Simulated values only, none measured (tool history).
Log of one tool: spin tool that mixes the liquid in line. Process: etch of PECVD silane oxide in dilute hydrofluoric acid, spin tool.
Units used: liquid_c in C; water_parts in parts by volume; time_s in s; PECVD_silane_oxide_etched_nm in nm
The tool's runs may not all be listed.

{"run": 1, "hour": 0.0, "liquid_c": 22.0, "water_parts": 270, "time_s": 90, "PECVD_silane_oxide_etched_nm": 12.43}
{"run": 2, "hour": 1.4, "liquid_c": 22.0, "water_parts": 340, "time_s": 90, "PECVD_silane_oxide_etched_nm": 9.3791}
{"run": 3, "hour": 4.1, "liquid_c": 24.5, "water_parts": 300, "time_s": 90, "PECVD_silane_oxide_etched_nm": 11.775}
{"run": 4, "hour": 8.5, "liquid_c": 26.0, "water_parts": 265, "time_s": 90, "PECVD_silane_oxide_etched_nm": 14.629}
{"run": 5, "hour": 16.3, "liquid_c": 27.0, "water_parts": 250, "time_s": 90, "PECVD_silane_oxide_etched_nm": 16.325}
{"run": 6, "hour": 19.1, "liquid_c": 27.0, "water_parts": 250, "time_s": 90, "PECVD_silane_oxide_etched_nm": 16.23}
{"run": 7, "hour": 25.3, "liquid_c": 30.0, "water_parts": 210, "time_s": 90, "PECVD_silane_oxide_etched_nm": 22.572}
{"run": 8, "hour": 33.1, "liquid_c": 29.5, "water_parts": 210, "time_s": 90, "PECVD_silane_oxide_etched_nm": 22.037}

Run 9 has not been measured yet. What should we expect?
{"run": 9, "hour": 39.5, "liquid_c": 29.0, "water_parts": 210, "time_s": 90, "PECVD_silane_oxide_etched_nm": "?"}

Run 9 measured PECVD_silane_oxide_etched_nm 21.7170 nm.
